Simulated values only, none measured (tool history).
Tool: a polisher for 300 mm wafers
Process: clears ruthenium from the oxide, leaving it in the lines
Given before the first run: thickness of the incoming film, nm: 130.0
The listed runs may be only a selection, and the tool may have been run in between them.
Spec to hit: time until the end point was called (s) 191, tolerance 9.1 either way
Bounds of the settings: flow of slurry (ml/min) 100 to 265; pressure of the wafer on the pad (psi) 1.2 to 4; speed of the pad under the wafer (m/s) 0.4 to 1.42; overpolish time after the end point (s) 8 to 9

| run | day | flow of slurry (ml/min) | pressure of the wafer on the pad (psi) | speed of the pad under the wafer (m/s) | overpolish time after the end point (s) | time until the end point was called (s) |
|---|---|---|---|---|---|---|
| 1 | 0 | 170 | 2.6 | 0.9 | 9 | 120.18 |
| 2 | 0.204 | 170 | 2.6 | 0.78 | 9 | 139.41 |
| 3 | 0.375 | 170 | 2.3 | 0.78 | 9 | 158.03 |
| 4 | 0.525 | 170 | 2.2 | 0.78 | 9 | 164.45 |
| 5 | 0.604 | 170 | 2.2 | 0.56 | 9 | 225.05 |
| 6 | 0.688 | 170 | 2.3 | 0.56 | 9 | 216.34 |
| 7 | 0.942 | 170 | 2.3 | 0.56 | 9 | 210.27 |
| 8 | 1.258 | 170 | 2.4 | 0.56 | 9 | 199.58 |

Pick the move, out of 5, that brings all results within their allowed miss; only one does.
| A | 1.575 | 145 | 2.3 | 0.56 | 9 | ? |
| B | 1.575 | 165 | 2.2 | 0.58 | 9 | ? |
| C | 1.575 | 180 | 2.4 | 0.54 | 8 | ? |
| D | 1.575 | 200 | 1.8 | 0.7 | 8 | ? |
| E | 1.575 | 115 | 1.9 | 0.8 | 9 | ? |

| move | time until the end point was called (s) |
|---|---|
| A | 216.65 |
| B | 216.11 |
| C | 211 |
| D | 215.1 |
| E | 188.97 |
A: further off than the last run
B: further off than the last run
C: further off than the last run
D: further off than the last run
E: each result inside its tolerance
The move that meets every target is E.

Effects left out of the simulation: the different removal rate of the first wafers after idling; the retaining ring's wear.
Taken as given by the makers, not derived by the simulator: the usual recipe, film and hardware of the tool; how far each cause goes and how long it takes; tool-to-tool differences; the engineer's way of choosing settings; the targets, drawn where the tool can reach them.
